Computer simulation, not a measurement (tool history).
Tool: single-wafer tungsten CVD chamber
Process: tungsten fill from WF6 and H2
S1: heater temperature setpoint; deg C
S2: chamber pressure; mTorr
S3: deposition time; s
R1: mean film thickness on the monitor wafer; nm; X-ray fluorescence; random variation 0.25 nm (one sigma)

run  hour   S1     S2    S3      R1
  1   0.0  390  37700  26.8  70.041
  2   1.3  390  37700  26.8  69.930
  3   2.3  385  37700  26.8  63.098
  4   7.0  385  43000  26.8  66.184
  5   9.5  385  43000  26.8  66.790
  6  12.5  390  43100  26.8  73.648
  7  20.5  390  43100  26.8  74.046
  8  24.8  401  43300  26.8  93.132

Run 9 comes next. What will it give?
  9  27.0  400  43300  26.8   ?

R1: 90.379 nm

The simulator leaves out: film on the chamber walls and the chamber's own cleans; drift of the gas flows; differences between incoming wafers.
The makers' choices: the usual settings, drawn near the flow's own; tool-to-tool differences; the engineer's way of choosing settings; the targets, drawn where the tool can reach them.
